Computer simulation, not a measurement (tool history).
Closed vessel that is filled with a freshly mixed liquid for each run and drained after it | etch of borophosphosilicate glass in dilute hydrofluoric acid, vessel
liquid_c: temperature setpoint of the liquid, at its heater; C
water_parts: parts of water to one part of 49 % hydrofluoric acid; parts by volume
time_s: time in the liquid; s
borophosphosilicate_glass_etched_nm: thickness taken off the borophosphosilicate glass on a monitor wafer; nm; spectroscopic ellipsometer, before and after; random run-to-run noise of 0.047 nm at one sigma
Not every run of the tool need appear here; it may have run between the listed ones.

| run | day | liquid_c | water_parts | time_s | borophosphosilicate_glass_etched_nm |
|---|---|---|---|---|---|
| 1 | 0.000 | 23.0 | 200 | 45 | 4.5615 |
| 2 | 0.167 | 21.0 | 200 | 45 | 4.1757 |
| 3 | 0.483 | 23.5 | 190 | 45 | 4.8825 |
| 4 | 0.642 | 25.5 | 180 | 45 | 5.5850 |
| 5 | 0.833 | 28.5 | 180 | 45 | 6.3307 |
| 6 | 1.054 | 25.0 | 180 | 45 | 5.5057 |

Run 7 comes next. What will it give?
| 7 | 1.167 | 26.5 | 175 | 45 | ? |

borophosphosilicate_glass_etched_nm: 6.0933 nm
